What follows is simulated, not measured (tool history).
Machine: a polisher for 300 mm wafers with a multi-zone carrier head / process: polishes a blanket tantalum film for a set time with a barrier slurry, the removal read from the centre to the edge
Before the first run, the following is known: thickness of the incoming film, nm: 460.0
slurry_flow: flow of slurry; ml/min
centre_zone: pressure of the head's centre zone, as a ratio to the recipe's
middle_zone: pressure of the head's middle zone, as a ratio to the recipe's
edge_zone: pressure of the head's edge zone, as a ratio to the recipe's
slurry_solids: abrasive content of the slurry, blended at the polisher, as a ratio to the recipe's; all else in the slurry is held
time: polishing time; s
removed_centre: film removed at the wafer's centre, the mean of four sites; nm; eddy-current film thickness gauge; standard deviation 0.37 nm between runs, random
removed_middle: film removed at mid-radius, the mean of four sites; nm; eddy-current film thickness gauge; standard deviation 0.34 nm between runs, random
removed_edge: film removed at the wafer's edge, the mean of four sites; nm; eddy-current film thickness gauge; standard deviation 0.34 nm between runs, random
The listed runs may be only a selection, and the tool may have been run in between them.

run	hour	slurry_flow	centre_zone	middle_zone	edge_zone	slurry_solids	time	removed_centre	removed_middle	removed_edge
1	0.0	145	1.00	1.00	1.00	1.00	31	69.426	70.027	70.788
2	4.6	135	0.98	0.97	0.97	0.90	30	63.536	62.445	65.884
3	12.7	135	0.97	0.97	0.95	0.80	28	55.031	56.420	57.487
4	19.0	135	0.88	0.97	0.95	0.80	28	51.198	55.329	58.013
5	25.0	135	0.88	0.97	0.95	0.80	31	57.010	61.929	63.372
6	30.6	135	0.88	1.03	0.95	0.80	31	56.734	64.888	62.780
7	39.2	130	0.89	0.99	0.93	0.75	30	53.771	58.273	58.528
8	47.7	125	0.88	0.97	0.91	0.70	30	50.798	55.743	57.347
9	48.8	125	0.90	0.95	0.89	0.65	29	48.493	51.271	52.397
10	55.3	120	0.90	0.93	0.87	0.60	29	46.253	48.300	49.332
11	58.5	115	0.90	0.91	0.86	0.60	29	46.040	46.769	48.619

Expected results for the next run?
12	66.6	110	0.89	0.90	0.85	0.60	29	?	?	?

removed_centre: 45.635 nm
removed_middle: 46.275 nm
removed_edge: 47.709 nm

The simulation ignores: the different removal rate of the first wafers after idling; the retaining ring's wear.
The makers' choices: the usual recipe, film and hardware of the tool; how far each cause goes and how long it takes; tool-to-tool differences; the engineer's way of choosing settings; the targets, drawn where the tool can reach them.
